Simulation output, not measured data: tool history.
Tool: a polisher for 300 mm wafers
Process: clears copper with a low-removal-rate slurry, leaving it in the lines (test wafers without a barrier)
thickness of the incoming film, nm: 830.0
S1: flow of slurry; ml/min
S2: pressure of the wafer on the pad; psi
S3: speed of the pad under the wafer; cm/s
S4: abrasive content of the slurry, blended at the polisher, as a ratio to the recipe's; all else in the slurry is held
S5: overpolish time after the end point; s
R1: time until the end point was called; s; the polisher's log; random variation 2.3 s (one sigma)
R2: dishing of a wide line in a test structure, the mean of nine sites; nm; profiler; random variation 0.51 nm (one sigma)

run,hour,S1,S2,S3,S4,S5,R1,R2
1,0.0,255,3.7,134,1.0,25,154.79,52.059
2,8.0,255,3.7,134,1.0,14,153.43,35.673
3,11.9,255,3.2,134,1.0,17,174.13,37.779
4,15.3,255,2.8,132,1.0,18,197.32,35.965
5,17.3,255,2.8,102,1.0,18,253.41,30.126
6,21.9,255,2.8,72,1.0,18,347.19,24.029
7,24.9,255,3.1,72,1.0,20,321.70,27.484
8,26.6,255,3.3,72,1.0,21,309.15,29.499
9,33.8,255,3.5,72,1.0,22,289.45,32.757
10,41.5,260,3.6,72,1.0,22,285.29,32.801

Run 11 comes next. What will it give?
11,45.6,260,3.6,72,1.0,22,?,?

{"run 11": {"R1": 283.83, "R2": 31.842}}

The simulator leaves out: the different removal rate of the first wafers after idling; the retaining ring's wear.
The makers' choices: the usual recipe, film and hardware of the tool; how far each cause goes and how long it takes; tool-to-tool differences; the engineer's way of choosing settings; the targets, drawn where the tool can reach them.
